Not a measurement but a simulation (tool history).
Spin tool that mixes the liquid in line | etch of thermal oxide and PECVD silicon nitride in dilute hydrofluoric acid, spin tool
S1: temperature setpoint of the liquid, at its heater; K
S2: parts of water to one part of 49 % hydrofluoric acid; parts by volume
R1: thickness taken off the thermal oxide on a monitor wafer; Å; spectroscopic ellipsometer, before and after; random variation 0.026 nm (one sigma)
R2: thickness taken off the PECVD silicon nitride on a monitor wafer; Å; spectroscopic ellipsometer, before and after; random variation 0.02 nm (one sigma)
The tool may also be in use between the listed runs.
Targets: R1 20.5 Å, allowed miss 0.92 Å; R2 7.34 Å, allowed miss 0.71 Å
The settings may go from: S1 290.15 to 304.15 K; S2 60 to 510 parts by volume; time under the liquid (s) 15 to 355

Run 1, hour 0: S1 296.15 K, S2 285 parts by volume, time under the liquid (s) 180. Result: R1 26.846 Å, R2 11.727 Å.
Run 2, hour 5.5: S1 296.15 K, S2 285 parts by volume, time under the liquid (s) 220. Result: R1 32.626 Å, R2 14.889 Å.
Run 3, hour 6.8: S1 296.15 K, S2 285 parts by volume, time under the liquid (s) 155. Result: R1 23.131 Å, R2 9.7441 Å.
Run 4, hour 11.9: S1 294.65 K, S2 280 parts by volume, time under the liquid (s) 150. Result: R1 21.951 Å, R2 8.7582 Å.
Run 5, hour 20.6: S1 293.65 K, S2 275 parts by volume, time under the liquid (s) 150. Result: R1 21.555 Å, R2 8.5037 Å.
Run 6, hour 23.9: S1 293.65 K, S2 190 parts by volume, time under the liquid (s) 150. Result: R1 34.02 Å, R2 12.224 Å.
Run 7, hour 30.1: S1 292.65 K, S2 215 parts by volume, time under the liquid (s) 150. Result: R1 27.931 Å, R2 9.9376 Å.
Run 8, hour 35.4: S1 292.15 K, S2 230 parts by volume, time under the liquid (s) 150. Result: R1 25.756 Å, R2 9.2555 Å.
At hour 39.5: thermometer replaced.
Run 9, hour 39.5: S1 291.65 K, S2 240 parts by volume, time under the liquid (s) 150. Result: R1 22 Å, R2 7.484 Å.
Run 10, hour 46.6: S1 291.65 K, S2 250 parts by volume, time under the liquid (s) 155. Result: R1 21.817 Å, R2 7.6151 Å.
Run 11, hour 48.3: S1 291.65 K, S2 250 parts by volume, time under the liquid (s) 155. Result: R1 21.301 Å, R2 7.8331 Å.
Run 12, hour 57.1: S1 291.65 K, S2 250 parts by volume, time under the liquid (s) 155. Result: R1 21.891 Å, R2 7.6864 Å.

5 next moves are on the table. One of them brings every result within its allowed miss. Which?
Run A, hour 65.9: S1 291.65 K, S2 170 parts by volume, time under the liquid (s) 110. Result: R1 ?, R2 ?.
Run B, hour 65.9: S1 290.15 K, S2 185 parts by volume, time under the liquid (s) 135. Result: R1 ?, R2 ?.
Run C, hour 65.9: S1 294.15 K, S2 205 parts by volume, time under the liquid (s) 105. Result: R1 ?, R2 ?.
Run D, hour 65.9: S1 293.65 K, S2 200 parts by volume, time under the liquid (s) 115. Result: R1 ?, R2 ?.
Run E, hour 65.9: S1 292.15 K, S2 225 parts by volume, time under the liquid (s) 140. Result: R1 ?, R2 ?.

move      R1      R2
   A  24.688  8.0094
   B  25.845  8.1883
   C  20.811  7.5193
   D  23.034  8.1658
   E  22.969  8.0383
A: further off than the last run
B: further off than the last run
C: meets every target
D: further off than the last run
E: further off than the last run
Answer: C
